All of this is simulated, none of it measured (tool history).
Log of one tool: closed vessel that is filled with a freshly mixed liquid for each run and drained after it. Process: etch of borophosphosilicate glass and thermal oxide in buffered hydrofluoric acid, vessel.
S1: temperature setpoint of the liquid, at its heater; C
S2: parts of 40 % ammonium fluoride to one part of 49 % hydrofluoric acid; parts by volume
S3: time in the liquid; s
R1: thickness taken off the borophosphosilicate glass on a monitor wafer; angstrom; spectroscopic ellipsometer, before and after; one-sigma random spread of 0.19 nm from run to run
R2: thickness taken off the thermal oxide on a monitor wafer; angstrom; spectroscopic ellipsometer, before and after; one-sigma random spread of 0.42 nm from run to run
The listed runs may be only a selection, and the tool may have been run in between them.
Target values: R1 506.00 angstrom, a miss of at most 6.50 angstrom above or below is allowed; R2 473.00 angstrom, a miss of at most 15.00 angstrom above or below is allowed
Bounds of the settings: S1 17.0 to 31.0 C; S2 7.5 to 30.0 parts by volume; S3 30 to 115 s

run	hour	S1	S2	S3	R1	R2
1	0.0	23.0	22.0	60	348.65	323.49
2	5.5	24.0	22.0	60	367.95	345.23
3	7.8	25.5	22.0	60	395.55	371.34
4	9.4	26.0	22.0	60	411.13	382.77
5	15.8	26.5	22.0	60	419.78	396.14
6	22.0	26.5	22.0	80	561.72	518.49
7	26.9	26.5	22.0	80	560.34	522.87
8	28.2	25.5	22.0	80	534.00	490.34
9	30.5	24.5	22.5	80	497.21	461.74

Which of these 4 next moves meets every target?
A	32.8	24.0	19.5	75	?	?
B	32.8	21.0	19.5	85	?	?
C	32.8	23.5	29.5	100	?	?
D	32.8	26.0	21.0	70	?	?

move	R1	R2
A	503.56	466.98
B	484.34	448.40
C	487.15	452.12
D	493.64	458.35
A: every result within its allowed miss
B: further off than the last run
C: further off than the last run
D: further off than the last run
Go with A: it meets all targets.
